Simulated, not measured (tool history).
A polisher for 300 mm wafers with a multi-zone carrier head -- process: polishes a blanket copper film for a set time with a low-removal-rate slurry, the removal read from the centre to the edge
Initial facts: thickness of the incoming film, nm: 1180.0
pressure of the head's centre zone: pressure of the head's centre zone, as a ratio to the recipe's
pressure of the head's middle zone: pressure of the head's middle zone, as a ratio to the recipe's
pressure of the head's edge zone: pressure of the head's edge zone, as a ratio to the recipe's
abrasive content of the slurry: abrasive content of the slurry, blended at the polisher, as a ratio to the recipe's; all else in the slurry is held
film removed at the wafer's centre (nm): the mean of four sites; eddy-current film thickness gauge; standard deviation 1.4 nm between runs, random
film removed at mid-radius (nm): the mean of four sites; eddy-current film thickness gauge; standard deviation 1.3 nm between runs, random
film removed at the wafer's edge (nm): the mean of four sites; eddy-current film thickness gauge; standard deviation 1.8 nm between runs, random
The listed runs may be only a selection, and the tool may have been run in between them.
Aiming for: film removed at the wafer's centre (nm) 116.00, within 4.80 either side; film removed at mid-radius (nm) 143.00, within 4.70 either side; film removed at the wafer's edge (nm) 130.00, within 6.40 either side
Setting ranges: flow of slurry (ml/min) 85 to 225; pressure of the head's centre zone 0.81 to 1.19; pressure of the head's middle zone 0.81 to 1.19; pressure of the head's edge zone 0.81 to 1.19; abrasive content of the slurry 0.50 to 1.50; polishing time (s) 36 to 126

| run | hour | flow of slurry (ml/min) | pressure of the head's centre zone | pressure of the head's middle zone | pressure of the head's edge zone | abrasive content of the slurry | polishing time (s) | film removed at the wafer's centre (nm) | film removed at mid-radius (nm) | film removed at the wafer's edge (nm) |
|---|---|---|---|---|---|---|---|---|---|---|
| 1 | 0.0 | 145 | 1.00 | 1.00 | 1.00 | 1.00 | 81 | 186.92 | 184.23 | 182.62 |
| 2 | 2.4 | 145 | 1.08 | 1.00 | 1.00 | 1.00 | 81 | 200.00 | 184.36 | 185.31 |
| 3 | 11.0 | 145 | 1.08 | 1.00 | 1.00 | 1.00 | 88 | 212.48 | 200.03 | 198.13 |
| 4 | 15.2 | 145 | 1.08 | 0.92 | 1.00 | 1.00 | 88 | 218.01 | 184.21 | 200.35 |
| 5 | 20.1 | 130 | 1.01 | 0.96 | 0.99 | 0.85 | 82 | 175.14 | 164.75 | 171.53 |
| 6 | 25.7 | 120 | 0.96 | 0.99 | 0.97 | 0.75 | 81 | 153.77 | 157.49 | 161.18 |
| 7 | 31.9 | 120 | 0.96 | 0.99 | 0.97 | 0.75 | 81 | 153.32 | 153.61 | 158.82 |
| 8 | 34.0 | 115 | 0.92 | 1.02 | 0.93 | 0.70 | 80 | 140.50 | 153.48 | 146.80 |
| 9 | 34.9 | 110 | 0.89 | 1.02 | 0.91 | 0.70 | 80 | 132.53 | 151.16 | 149.27 |
| 10 | 35.9 | 110 | 0.88 | 1.04 | 0.89 | 0.65 | 80 | 127.49 | 149.07 | 139.50 |
| 11 | 39.6 | 105 | 0.87 | 1.04 | 0.88 | 0.65 | 80 | 125.13 | 147.31 | 141.87 |

4 candidate next runs follow, results not yet known. Just one meets every target within its allowed miss. Identify it.
| A | 43.3 | 140 | 1.06 | 1.17 | 0.82 | 0.60 | 74 | ? | ? | ? |
| B | 43.3 | 85 | 0.82 | 0.91 | 0.87 | 0.75 | 90 | ? | ? | ? |
| C | 43.3 | 130 | 0.98 | 1.11 | 0.82 | 0.50 | 87 | ? | ? | ? |
| D | 43.3 | 115 | 0.86 | 1.07 | 0.89 | 0.55 | 80 | ? | ? | ? |

| move | film removed at the wafer's centre (nm) | film removed at mid-radius (nm) | film removed at the wafer's edge (nm) |
|---|---|---|---|
| A | 146.17 | 157.60 | 126.05 |
| B | 125.35 | 145.22 | 155.00 |
| C | 142.75 | 159.70 | 134.39 |
| D | 116.26 | 144.57 | 131.01 |
A: lands further from the targets than the last run did
B: lands further from the targets than the last run did
C: lands further from the targets than the last run did
D: every result lands within tolerance
Move D is the one to make.
